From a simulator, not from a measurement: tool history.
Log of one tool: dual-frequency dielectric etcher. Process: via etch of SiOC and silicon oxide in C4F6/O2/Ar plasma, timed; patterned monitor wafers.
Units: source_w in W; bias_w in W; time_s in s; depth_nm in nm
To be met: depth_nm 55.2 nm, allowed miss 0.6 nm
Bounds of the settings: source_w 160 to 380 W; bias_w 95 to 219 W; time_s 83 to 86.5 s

run 1 day=0 | source_w=270 bias_w=157 time_s=83 | depth_nm=67.723
run 2 day=0.133 | source_w=250 bias_w=152 time_s=83 | depth_nm=65.124
run 3 day=0.229 | source_w=230 bias_w=148 time_s=83 | depth_nm=62.474
run 4 day=0.479 | source_w=270 bias_w=148 time_s=83 | depth_nm=66.68
run 5 day=0.542 | source_w=250 bias_w=146 time_s=83 | depth_nm=64.752
run 6 day=0.867 | source_w=250 bias_w=146 time_s=86.5 | depth_nm=67.323
run 7 day=1 | source_w=230 bias_w=140 time_s=86.5 | depth_nm=64.336
run 8 day=1.35 | source_w=170 bias_w=114 time_s=86 | depth_nm=54.043

Which of these 4 next moves meets every target?
run A day=1.7 | source_w=180 bias_w=106 time_s=85 | depth_nm=?
run B day=1.7 | source_w=180 bias_w=104 time_s=84.5 | depth_nm=?
run C day=1.7 | source_w=210 bias_w=106 time_s=83 | depth_nm=?
run D day=1.7 | source_w=160 bias_w=124 time_s=84 | depth_nm=?

move=A depth_nm=53.513
move=B depth_nm=52.924
move=C depth_nm=55.283
move=D depth_nm=52.965
A: further off than the last run
B: further off than the last run
C: meets every target
D: further off than the last run
Answer: C
